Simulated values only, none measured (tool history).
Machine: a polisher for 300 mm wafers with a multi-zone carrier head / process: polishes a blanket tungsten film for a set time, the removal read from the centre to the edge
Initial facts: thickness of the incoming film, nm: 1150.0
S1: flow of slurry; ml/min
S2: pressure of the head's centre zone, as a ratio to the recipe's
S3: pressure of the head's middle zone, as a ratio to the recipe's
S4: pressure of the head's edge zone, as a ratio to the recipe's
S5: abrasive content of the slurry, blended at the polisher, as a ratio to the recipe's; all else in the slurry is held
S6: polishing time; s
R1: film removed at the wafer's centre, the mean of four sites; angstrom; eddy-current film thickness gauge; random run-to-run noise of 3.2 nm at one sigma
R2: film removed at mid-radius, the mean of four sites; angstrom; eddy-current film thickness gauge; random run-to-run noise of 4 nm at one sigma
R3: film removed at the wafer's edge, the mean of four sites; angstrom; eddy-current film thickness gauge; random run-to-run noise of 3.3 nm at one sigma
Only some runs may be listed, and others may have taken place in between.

run 1 day=0 | S1=135 S2=1 S3=1 S4=1 S5=1 S6=55 | R1=3797 R2=3905.4 R3=4014.6
run 2 day=0.188 | S1=135 S2=1 S3=0.97 S4=1 S5=1 S6=55 | R1=3839.4 R2=3753.5 R3=4042.8
run 3 day=0.488 | S1=145 S2=1.01 S3=0.99 S4=1.03 S5=1.1 S6=55 | R1=4009.5 R2=3928.5 R3=4203.6
run 4 day=0.562 | S1=150 S2=1.01 S3=1.01 S4=1.06 S5=1.2 S6=55 | R1=4086 R2=4116.9 R3=4355
run 5 day=0.675 | S1=150 S2=1.01 S3=1.01 S4=1.06 S5=1.1 S6=55 | R1=4048.8 R2=4092 R3=4286.8
run 6 day=0.725 | S1=150 S2=1.01 S3=0.94 S4=1.06 S5=1.1 S6=55 | R1=3991 R2=3821.4 R3=4229.4
run 7 day=0.867 | S1=185 S2=1.03 S3=1.04 S4=1.16 S5=1.35 S6=56 | R1=4436.2 R2=4491.7 R3=4861.9

The next listed run, before its measurement:
run 8 day=1.238 | S1=185 S2=1.03 S3=1.05 S4=1.16 S5=1.4 S6=56 | R1=? R2=? R3=?

R1: 4559.4 angstrom
R2: 4640.7 angstrom
R3: 4877.6 angstrom

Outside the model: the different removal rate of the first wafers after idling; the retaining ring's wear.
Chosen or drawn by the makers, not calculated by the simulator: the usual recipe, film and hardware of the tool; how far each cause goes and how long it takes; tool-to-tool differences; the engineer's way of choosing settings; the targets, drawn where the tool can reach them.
